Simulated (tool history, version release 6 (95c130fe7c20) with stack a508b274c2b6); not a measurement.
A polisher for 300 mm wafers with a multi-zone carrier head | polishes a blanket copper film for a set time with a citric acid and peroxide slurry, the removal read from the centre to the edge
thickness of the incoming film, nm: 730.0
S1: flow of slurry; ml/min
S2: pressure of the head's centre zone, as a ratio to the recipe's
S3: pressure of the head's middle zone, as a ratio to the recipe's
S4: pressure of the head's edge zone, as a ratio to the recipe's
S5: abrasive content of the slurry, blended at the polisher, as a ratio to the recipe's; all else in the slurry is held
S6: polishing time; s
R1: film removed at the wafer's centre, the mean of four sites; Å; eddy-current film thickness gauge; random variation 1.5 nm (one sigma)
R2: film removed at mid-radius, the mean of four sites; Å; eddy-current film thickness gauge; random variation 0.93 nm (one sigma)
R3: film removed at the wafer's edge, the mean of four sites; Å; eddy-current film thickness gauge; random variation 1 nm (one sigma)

run 1 day=0.000 | S1=170 S2=1.00 S3=1.00 S4=1.00 S5=1.00 S6=70 | R1=1360.0 R2=1400.4 R3=1377.6
run 2 day=0.158 | S1=170 S2=1.00 S3=1.08 S4=1.00 S5=1.00 S6=70 | R1=1372.7 R2=1482.2 R3=1370.5
run 3 day=0.483 | S1=170 S2=1.00 S3=1.08 S4=1.00 S5=1.10 S6=70 | R1=1392.4 R2=1522.5 R3=1378.8
run 4 day=0.838 | S1=200 S2=1.00 S3=1.08 S4=1.00 S5=1.10 S6=70 | R1=1449.5 R2=1549.2 R3=1417.5
run 5 day=0.921 | S1=200 S2=1.00 S3=1.12 S4=1.00 S5=1.10 S6=70 | R1=1442.8 R2=1598.7 R3=1395.9
run 6 day=1.254 | S1=195 S2=1.05 S3=1.07 S4=0.96 S5=0.95 S6=69 | R1=1446.9 R2=1467.8 R3=1315.5
run 7 day=1.558 | S1=185 S2=1.08 S3=1.01 S4=0.93 S5=0.90 S6=69 | R1=1456.2 R2=1363.4 R3=1309.0
run 8 day=1.600 | S1=180 S2=1.11 S3=0.99 S4=0.90 S5=0.80 S6=68 | R1=1437.5 R2=1309.6 R3=1219.3

The next listed run, before its measurement:
run 9 day=1.900 | S1=170 S2=1.13 S3=0.96 S4=0.89 S5=0.80 S6=68 | R1=? R2=? R3=?

Run 9 gave R1 1474.4 Å, R2 1276.7 Å, R3 1218.9 Å.
